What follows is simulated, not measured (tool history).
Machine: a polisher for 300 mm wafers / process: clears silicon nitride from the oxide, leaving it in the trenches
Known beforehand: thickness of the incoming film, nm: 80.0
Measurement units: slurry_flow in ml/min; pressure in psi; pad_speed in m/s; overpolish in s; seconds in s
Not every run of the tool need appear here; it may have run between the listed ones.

| run | hour | slurry_flow | pressure | pad_speed | overpolish | seconds |
|---|---|---|---|---|---|---|
| 1 | 0.0 | 240 | 3.2 | 1.22 | 8 | 81.078 |
| 2 | 7.7 | 240 | 2.6 | 1.22 | 8 | 91.231 |
| 3 | 12.6 | 240 | 2.4 | 1.20 | 8 | 103.870 |
| 4 | 16.7 | 240 | 3.2 | 1.20 | 8 | 79.232 |
| 5 | 18.6 | 240 | 3.0 | 1.18 | 8 | 86.016 |
| 6 | 21.8 | 240 | 3.0 | 1.18 | 7 | 83.799 |
| 7 | 24.7 | 240 | 2.8 | 1.16 | 7 | 93.281 |
| 8 | 32.7 | 240 | 2.7 | 1.16 | 7 | 98.218 |
| 9 | 36.1 | 240 | 2.6 | 1.16 | 7 | 102.240 |
| 10 | 39.8 | 240 | 2.5 | 1.16 | 7 | 101.390 |

Run 11, settings as shown, results not yet in. Your forecast:
| 11 | 48.7 | 240 | 2.4 | 1.16 | 7 | ? |

{"run 11": {"seconds": 107.82}}
